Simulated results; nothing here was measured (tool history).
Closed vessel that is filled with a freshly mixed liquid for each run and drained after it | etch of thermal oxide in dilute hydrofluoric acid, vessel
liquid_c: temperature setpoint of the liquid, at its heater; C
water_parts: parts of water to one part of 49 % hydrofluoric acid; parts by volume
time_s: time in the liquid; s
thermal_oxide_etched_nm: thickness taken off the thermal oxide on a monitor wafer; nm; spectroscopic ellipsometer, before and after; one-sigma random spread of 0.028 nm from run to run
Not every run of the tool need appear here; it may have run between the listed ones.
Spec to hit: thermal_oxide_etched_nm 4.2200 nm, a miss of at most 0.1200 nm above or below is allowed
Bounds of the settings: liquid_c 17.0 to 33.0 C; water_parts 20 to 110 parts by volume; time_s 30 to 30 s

run	day	liquid_c	water_parts	time_s	thermal_oxide_etched_nm
1	0.000	25.0	60	30	2.5184
2	0.304	23.0	60	30	2.3481
3	0.671	23.0	80	30	1.6968
4	0.771	25.5	70	30	2.1781
5	0.938	25.5	85	30	1.7800
6	1.033	27.0	85	30	1.8919
7	1.271	28.5	75	30	2.2636
8	1.375	29.5	65	30	2.7812
9	1.417	33.0	45	30	4.6861

4 candidate next runs follow, results not yet known. Just one meets every target within its allowed miss. Identify it.
A	1.458	32.5	45	30	?
B	1.458	33.0	50	30	?
C	1.458	32.0	40	30	?
D	1.458	32.0	45	30	?

move	thermal_oxide_etched_nm
A	4.6267
B	4.2101
C	5.1471
D	4.5380
A: an improvement on the last run, though not all results are within tolerance
B: in spec on every target
C: further off than the last run
D: an improvement on the last run, though not all results are within tolerance
So the answer is move B, the one that meets all the targets.
